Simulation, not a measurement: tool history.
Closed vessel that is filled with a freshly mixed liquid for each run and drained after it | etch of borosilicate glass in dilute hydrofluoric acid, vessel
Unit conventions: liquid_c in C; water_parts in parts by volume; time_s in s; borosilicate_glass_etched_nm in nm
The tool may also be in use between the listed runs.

run  hour  liquid_c  water_parts  time_s  borosilicate_glass_etched_nm
  1     0        20          275     215                        11.085
  2   1.5        19          315     215                         8.934
  3   3.9        19          260     215                        11.483
  4   8.7      18.5          305     215                        9.1621
  5  13.3        18          335     215                        8.0136
  6  17.5        18          300     215                        9.2021
  7  24.3      17.5          335     215                        7.8184
  8    31      17.5          360     215                        7.1498

Estimate the outcome of run 9 from the log above:
  9  35.1      17.5          380     215                             ?

{"run 9": {"borosilicate_glass_etched_nm": 6.638}}
